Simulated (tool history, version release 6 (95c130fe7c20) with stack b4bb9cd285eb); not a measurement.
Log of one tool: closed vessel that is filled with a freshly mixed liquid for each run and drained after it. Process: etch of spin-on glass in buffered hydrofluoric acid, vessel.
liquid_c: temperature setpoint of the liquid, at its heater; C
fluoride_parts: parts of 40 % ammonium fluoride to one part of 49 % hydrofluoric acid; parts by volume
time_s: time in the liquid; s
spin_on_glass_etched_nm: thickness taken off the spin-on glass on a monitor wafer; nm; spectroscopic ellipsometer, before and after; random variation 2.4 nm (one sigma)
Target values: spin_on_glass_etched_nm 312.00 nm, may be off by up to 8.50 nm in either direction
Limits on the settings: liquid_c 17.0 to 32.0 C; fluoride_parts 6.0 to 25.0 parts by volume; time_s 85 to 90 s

run 1 hour=0.0 | liquid_c=24.0 fluoride_parts=15.5 time_s=85 | spin_on_glass_etched_nm=212.36
run 2 hour=6.3 | liquid_c=24.0 fluoride_parts=15.5 time_s=90 | spin_on_glass_etched_nm=224.41
run 3 hour=12.4 | liquid_c=24.0 fluoride_parts=15.5 time_s=85 | spin_on_glass_etched_nm=211.88
run 4 hour=13.9 | liquid_c=24.0 fluoride_parts=14.0 time_s=85 | spin_on_glass_etched_nm=234.17
run 5 hour=16.2 | liquid_c=24.0 fluoride_parts=14.0 time_s=85 | spin_on_glass_etched_nm=232.38
run 6 hour=19.8 | liquid_c=24.0 fluoride_parts=14.0 time_s=85 | spin_on_glass_etched_nm=235.14
run 7 hour=28.5 | liquid_c=24.0 fluoride_parts=14.0 time_s=85 | spin_on_glass_etched_nm=233.82
run 8 hour=37.0 | liquid_c=25.0 fluoride_parts=14.0 time_s=85 | spin_on_glass_etched_nm=250.94
run 9 hour=40.6 | liquid_c=25.5 fluoride_parts=14.0 time_s=85 | spin_on_glass_etched_nm=254.99

Of the 5 settings listed for the next run, only one would bring every result within its allowed miss of target. Which one?
run A hour=44.2 | liquid_c=22.5 fluoride_parts=14.5 time_s=90 | spin_on_glass_etched_nm=?
run B hour=44.2 | liquid_c=26.5 fluoride_parts=12.0 time_s=85 | spin_on_glass_etched_nm=?
run C hour=44.2 | liquid_c=20.5 fluoride_parts=8.0 time_s=90 | spin_on_glass_etched_nm=?
run D hour=44.2 | liquid_c=25.5 fluoride_parts=12.5 time_s=85 | spin_on_glass_etched_nm=?
run E hour=44.2 | liquid_c=29.5 fluoride_parts=16.5 time_s=90 | spin_on_glass_etched_nm=?

move=A spin_on_glass_etched_nm=222.81
move=B spin_on_glass_etched_nm=314.88
move=C spin_on_glass_etched_nm=348.25
move=D spin_on_glass_etched_nm=286.70
move=E spin_on_glass_etched_nm=286.31
A: misses by more than the last run did
B: all results in spec
C: takes the biggest miss from the last run beyond its target
D: better than the last run, though not everything is in spec
E: better than the last run, though not everything is in spec
Move B is the one to make.

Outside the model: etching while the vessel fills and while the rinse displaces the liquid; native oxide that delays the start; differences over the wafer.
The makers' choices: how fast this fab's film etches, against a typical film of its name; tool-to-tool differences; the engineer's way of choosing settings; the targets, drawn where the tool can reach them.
